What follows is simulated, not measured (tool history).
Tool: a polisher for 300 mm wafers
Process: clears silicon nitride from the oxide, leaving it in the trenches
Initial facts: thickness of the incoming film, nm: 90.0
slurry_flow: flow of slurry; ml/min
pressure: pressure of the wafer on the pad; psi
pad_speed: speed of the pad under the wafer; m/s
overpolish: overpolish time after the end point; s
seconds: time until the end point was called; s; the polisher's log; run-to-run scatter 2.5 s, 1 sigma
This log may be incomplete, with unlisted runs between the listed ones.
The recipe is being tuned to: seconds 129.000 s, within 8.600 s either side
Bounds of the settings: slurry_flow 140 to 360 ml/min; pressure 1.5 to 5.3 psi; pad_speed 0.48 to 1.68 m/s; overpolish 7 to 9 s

run,hour,slurry_flow,pressure,pad_speed,overpolish,seconds
1,0.0,230,3.4,1.08,9,85.317
2,5.1,230,3.1,1.06,9,93.485
3,11.9,230,2.8,1.04,9,102.650
4,15.9,230,2.6,1.02,9,112.350
5,23.1,230,3.4,1.02,9,89.842
6,24.5,200,3.4,1.02,9,91.427
7,27.8,200,3.1,1.00,9,97.624
8,33.9,200,2.9,0.98,9,108.660

4 next moves are on the table. One of them brings every result within its allowed miss. Which?
A,40.0,295,4.2,0.84,7,?
B,40.0,155,3.1,1.16,7,?
C,40.0,215,3.1,1.20,7,?
D,40.0,260,2.3,0.98,9,?

move,seconds
A,87.515
B,89.285
C,83.831
D,130.710
A: lands further from the targets than the last run did
B: lands further from the targets than the last run did
C: lands further from the targets than the last run did
D: hits every target within its allowed miss
D meets every target.
